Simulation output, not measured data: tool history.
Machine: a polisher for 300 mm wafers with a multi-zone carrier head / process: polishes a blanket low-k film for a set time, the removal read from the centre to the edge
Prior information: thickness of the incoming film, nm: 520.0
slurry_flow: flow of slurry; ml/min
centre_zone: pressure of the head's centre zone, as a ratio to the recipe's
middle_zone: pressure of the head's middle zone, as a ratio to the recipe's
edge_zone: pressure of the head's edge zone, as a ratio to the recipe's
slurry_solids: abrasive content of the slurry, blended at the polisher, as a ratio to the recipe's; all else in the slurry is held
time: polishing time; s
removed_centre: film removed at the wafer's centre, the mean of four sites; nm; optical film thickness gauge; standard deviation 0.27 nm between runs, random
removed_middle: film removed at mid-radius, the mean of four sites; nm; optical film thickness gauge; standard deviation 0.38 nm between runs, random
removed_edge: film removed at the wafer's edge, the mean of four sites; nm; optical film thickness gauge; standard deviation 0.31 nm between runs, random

run 1 hour=0.0 | slurry_flow=235 centre_zone=1.00 middle_zone=1.00 edge_zone=1.00 slurry_solids=1.00 time=90 | removed_centre=29.948 removed_middle=29.791 removed_edge=30.390
run 2 hour=8.3 | slurry_flow=235 centre_zone=1.08 middle_zone=1.00 edge_zone=1.00 slurry_solids=1.00 time=90 | removed_centre=32.210 removed_middle=30.167 removed_edge=30.339
run 3 hour=13.4 | slurry_flow=235 centre_zone=1.08 middle_zone=1.00 edge_zone=1.00 slurry_solids=0.90 time=90 | removed_centre=31.198 removed_middle=28.208 removed_edge=29.124
run 4 hour=17.1 | slurry_flow=245 centre_zone=1.10 middle_zone=0.99 edge_zone=1.00 slurry_solids=0.95 time=91 | removed_centre=33.355 removed_middle=29.304 removed_edge=29.744
run 5 hour=25.3 | slurry_flow=190 centre_zone=1.10 middle_zone=0.99 edge_zone=1.00 slurry_solids=0.95 time=91 | removed_centre=31.792 removed_middle=28.831 removed_edge=29.200
run 6 hour=32.0 | slurry_flow=190 centre_zone=1.10 middle_zone=0.99 edge_zone=0.92 slurry_solids=0.95 time=91 | removed_centre=32.016 removed_middle=28.257 removed_edge=28.236
run 7 hour=35.6 | slurry_flow=205 centre_zone=1.11 middle_zone=0.99 edge_zone=0.94 slurry_solids=1.00 time=91 | removed_centre=33.495 removed_middle=29.430 removed_edge=29.548
run 8 hour=39.8 | slurry_flow=215 centre_zone=1.12 middle_zone=0.99 edge_zone=0.96 slurry_solids=1.05 time=91 | removed_centre=34.760 removed_middle=30.232 removed_edge=30.950
run 9 hour=47.0 | slurry_flow=225 centre_zone=1.13 middle_zone=1.00 edge_zone=0.97 slurry_solids=1.05 time=91 | removed_centre=34.945 removed_middle=31.111 removed_edge=31.115
run 10 hour=49.1 | slurry_flow=235 centre_zone=1.14 middle_zone=1.00 edge_zone=0.97 slurry_solids=1.10 time=91 | removed_centre=36.617 removed_middle=31.191 removed_edge=31.430
run 11 hour=55.0 | slurry_flow=240 centre_zone=1.15 middle_zone=1.00 edge_zone=0.99 slurry_solids=1.15 time=91 | removed_centre=37.764 removed_middle=31.755 removed_edge=32.814
run 12 hour=63.3 | slurry_flow=250 centre_zone=1.16 middle_zone=1.01 edge_zone=1.00 slurry_solids=1.15 time=91 | removed_centre=38.662 removed_middle=32.902 removed_edge=32.701
run 13 hour=69.2 | slurry_flow=255 centre_zone=1.16 middle_zone=1.01 edge_zone=1.02 slurry_solids=1.15 time=91 | removed_centre=37.858 removed_middle=32.601 removed_edge=33.372
run 14 hour=71.8 | slurry_flow=260 centre_zone=1.16 middle_zone=1.01 edge_zone=1.02 slurry_solids=1.15 time=91 | removed_centre=38.251 removed_middle=33.602 removed_edge=33.688
run 15 hour=76.1 | slurry_flow=270 centre_zone=1.16 middle_zone=1.01 edge_zone=1.02 slurry_solids=1.15 time=91 | removed_centre=38.145 removed_middle=33.164 removed_edge=33.272

Forecast run 16:
run 16 hour=77.2 | slurry_flow=270 centre_zone=1.16 middle_zone=1.01 edge_zone=1.02 slurry_solids=1.20 time=91 | removed_centre=? removed_middle=? removed_edge=?

Logged for run 16: removed_centre 39.062 nm, removed_middle 33.374 nm, removed_edge 34.002 nm.

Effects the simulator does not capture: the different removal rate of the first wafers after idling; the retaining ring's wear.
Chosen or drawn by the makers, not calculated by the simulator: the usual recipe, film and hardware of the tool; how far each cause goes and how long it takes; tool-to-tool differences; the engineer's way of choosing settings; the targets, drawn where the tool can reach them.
